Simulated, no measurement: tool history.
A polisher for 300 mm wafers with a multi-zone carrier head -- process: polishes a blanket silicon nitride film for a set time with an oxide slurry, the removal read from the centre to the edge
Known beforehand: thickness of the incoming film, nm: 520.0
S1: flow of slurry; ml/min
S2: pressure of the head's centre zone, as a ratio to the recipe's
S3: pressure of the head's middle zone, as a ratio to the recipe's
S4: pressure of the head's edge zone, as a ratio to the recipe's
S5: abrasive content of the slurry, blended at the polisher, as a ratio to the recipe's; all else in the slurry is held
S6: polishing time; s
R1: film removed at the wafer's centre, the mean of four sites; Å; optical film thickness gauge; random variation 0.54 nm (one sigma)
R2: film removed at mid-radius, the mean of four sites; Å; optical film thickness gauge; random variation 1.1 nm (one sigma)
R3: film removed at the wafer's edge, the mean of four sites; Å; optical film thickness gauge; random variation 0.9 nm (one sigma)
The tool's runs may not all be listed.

| run | hour | S1 | S2 | S3 | S4 | S5 | S6 | R1 | R2 | R3 |
|---|---|---|---|---|---|---|---|---|---|---|
| 1 | 0 | 310 | 1 | 1 | 1 | 1 | 64 | 500.44 | 525.08 | 493.95 |
| 2 | 9 | 315 | 1.04 | 1.05 | 1.04 | 1.15 | 65 | 561.87 | 579.9 | 553.91 |
| 3 | 12.7 | 325 | 1.06 | 1.09 | 1.03 | 1.25 | 67 | 615.16 | 663.41 | 581.12 |
| 4 | 17.8 | 325 | 1.06 | 1.09 | 0.95 | 1.25 | 67 | 615.08 | 646.38 | 553.3 |
| 5 | 22 | 370 | 1.06 | 1.09 | 0.95 | 1.25 | 67 | 615.29 | 657.37 | 564.69 |
| 6 | 28.7 | 325 | 1.06 | 1.09 | 0.95 | 1.25 | 67 | 605.59 | 637.7 | 557.2 |
| 7 | 35.3 | 325 | 1.06 | 1.09 | 0.95 | 1.25 | 67 | 613.14 | 634.17 | 558.84 |
| 8 | 37.1 | 340 | 1.09 | 1.1 | 1 | 1.35 | 67 | 647.8 | 671.54 | 606.34 |
| 9 | 45.5 | 350 | 1.11 | 1.13 | 1.02 | 1.4 | 68 | 685.95 | 699.46 | 625.06 |
| 10 | 54.1 | 355 | 1.11 | 1.15 | 1.03 | 1.45 | 69 | 695.38 | 737.33 | 637.29 |

Run 11 comes next. What will it give?
| 11 | 58.1 | 360 | 1.12 | 1.16 | 1.05 | 1.45 | 70 | ? | ? | ? |

R1: 720.28 Å
R2: 775.17 Å
R3: 675.5 Å

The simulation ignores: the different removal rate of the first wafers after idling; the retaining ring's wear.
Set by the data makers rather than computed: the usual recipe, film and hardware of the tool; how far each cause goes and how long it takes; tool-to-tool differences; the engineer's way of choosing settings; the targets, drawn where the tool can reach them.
